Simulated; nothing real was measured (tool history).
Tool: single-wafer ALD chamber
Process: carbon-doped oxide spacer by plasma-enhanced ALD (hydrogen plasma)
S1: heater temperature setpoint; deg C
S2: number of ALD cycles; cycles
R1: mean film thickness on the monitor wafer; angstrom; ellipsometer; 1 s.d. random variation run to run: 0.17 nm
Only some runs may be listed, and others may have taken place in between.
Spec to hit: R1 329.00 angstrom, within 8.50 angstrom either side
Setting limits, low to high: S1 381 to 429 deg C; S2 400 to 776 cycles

run,hour,S1,S2,R1
1,0.0,405,588,290.23
2,3.4,412,588,282.72
3,8.3,409,606,297.64
4,11.8,407,616,301.96
5,13.5,407,533,264.12
6,16.3,407,586,289.37
7,24.1,404,600,297.14
8,24.6,402,614,305.54
9,31.2,402,614,305.55
10,36.8,401,624,314.03
11,44.2,400,629,318.44
12,50.3,399,632,315.84

Below are 4 possible settings for the next run. Only one of them brings all results inside the allowed miss of their targets. Which is it?
A,56.4,395,619,?
B,56.4,409,674,?
C,56.4,396,617,?
D,56.4,413,629,?

move,R1
A,309.45
B,327.28
C,308.45
D,301.13
A: misses by more than the last run did
B: all results land within tolerance of their targets
C: misses by more than the last run did
D: misses by more than the last run did
B meets every target.
